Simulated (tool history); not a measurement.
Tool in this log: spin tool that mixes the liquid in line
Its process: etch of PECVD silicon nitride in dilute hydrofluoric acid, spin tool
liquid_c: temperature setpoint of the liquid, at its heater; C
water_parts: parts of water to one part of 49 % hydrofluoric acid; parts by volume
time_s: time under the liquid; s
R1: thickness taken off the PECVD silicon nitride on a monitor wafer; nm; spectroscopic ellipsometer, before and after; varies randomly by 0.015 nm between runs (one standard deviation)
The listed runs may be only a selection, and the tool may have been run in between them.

Run 1, hour 0: liquid_c 21 C, water_parts 235 parts by volume, time_s 35 s. Result: R1 0.23218 nm.
Run 2, hour 2.7: liquid_c 21 C, water_parts 285 parts by volume, time_s 35 s. Result: R1 0.19172 nm.
Run 3, hour 4.4: liquid_c 23.5 C, water_parts 285 parts by volume, time_s 35 s. Result: R1 0.20753 nm.
Run 4, hour 5.2: liquid_c 23.5 C, water_parts 200 parts by volume, time_s 35 s. Result: R1 0.31063 nm.
Run 5, hour 12.9: liquid_c 24 C, water_parts 180 parts by volume, time_s 35 s. Result: R1 0.3592 nm.
Run 6, hour 14.8: liquid_c 24 C, water_parts 180 parts by volume, time_s 15 s. Result: R1 0.16048 nm.

Run 7 has not been measured yet. What should we expect?
Run 7, hour 23.6: liquid_c 28 C, water_parts 85 parts by volume, time_s 35 s. Result: R1 ?.

R1: 1.0127 nm
